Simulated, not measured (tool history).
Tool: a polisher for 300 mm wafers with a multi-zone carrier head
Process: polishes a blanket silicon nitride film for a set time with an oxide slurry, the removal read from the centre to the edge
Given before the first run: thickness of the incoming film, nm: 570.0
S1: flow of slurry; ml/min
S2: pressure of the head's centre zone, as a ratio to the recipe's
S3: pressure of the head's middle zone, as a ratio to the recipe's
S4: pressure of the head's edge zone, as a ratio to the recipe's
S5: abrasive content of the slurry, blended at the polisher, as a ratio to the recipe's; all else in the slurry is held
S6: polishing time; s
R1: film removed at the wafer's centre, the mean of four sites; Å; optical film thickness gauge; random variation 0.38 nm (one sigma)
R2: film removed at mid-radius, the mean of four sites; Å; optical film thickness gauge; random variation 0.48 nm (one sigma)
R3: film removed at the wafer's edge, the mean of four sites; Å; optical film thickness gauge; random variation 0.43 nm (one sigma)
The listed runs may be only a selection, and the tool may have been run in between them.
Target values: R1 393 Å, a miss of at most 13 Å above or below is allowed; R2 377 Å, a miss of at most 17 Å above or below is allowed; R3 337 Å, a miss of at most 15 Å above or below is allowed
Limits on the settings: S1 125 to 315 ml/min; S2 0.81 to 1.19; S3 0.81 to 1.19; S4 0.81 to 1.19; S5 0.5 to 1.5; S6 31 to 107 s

run	hour	S1	S2	S3	S4	S5	S6	R1	R2	R3
1	0	205	1	1	1	1	69	461.08	441.41	456.82
2	8	165	1	1	1	1	69	438.69	420.32	454.4
3	15.7	145	1	1	1	1	69	431.88	415.57	443.58
4	17.6	155	1.02	1.03	0.96	0.9	69	422.57	417.09	412.08
5	20.3	155	0.97	1.03	0.96	0.9	69	405.08	422.21	418.71
6	27.6	155	1	1.03	0.93	0.85	69	399.15	404.71	395.88
7	31	160	1.03	1.03	0.9	0.8	69	411.62	401.6	383.46
8	32.5	160	1.04	1.03	0.88	0.75	69	410.75	397.12	375.13
9	38.8	160	1.05	1.03	0.86	0.7	69	401.91	370.1	352.31
10	39.6	160	1.05	1.04	0.85	0.7	69	402.73	387.36	357.01

Which of these 5 next moves meets every target?
A	40.4	145	1.08	1.06	0.81	0.7	69	?	?	?
B	40.4	165	1.19	1.08	0.81	0.6	71	?	?	?
C	40.4	130	1.02	0.94	0.91	0.75	70	?	?	?
D	40.4	180	1	1.1	0.81	0.6	74	?	?	?
E	40.4	165	1.02	0.94	0.93	0.65	76	?	?	?

move	R1	R2	R3
A	400.62	376.53	346.84
B	437.62	377.34	339.52
C	383.08	346.35	374.1
D	390.06	406.53	358.04
E	415.57	372.87	400.12
A: all results land within tolerance of their targets
B: the furthest-off result lands on target, but another misses its tolerance
C: moves away from the targets compared with the last run
D: moves away from the targets compared with the last run
E: moves away from the targets compared with the last run
Go with A: it meets all targets.
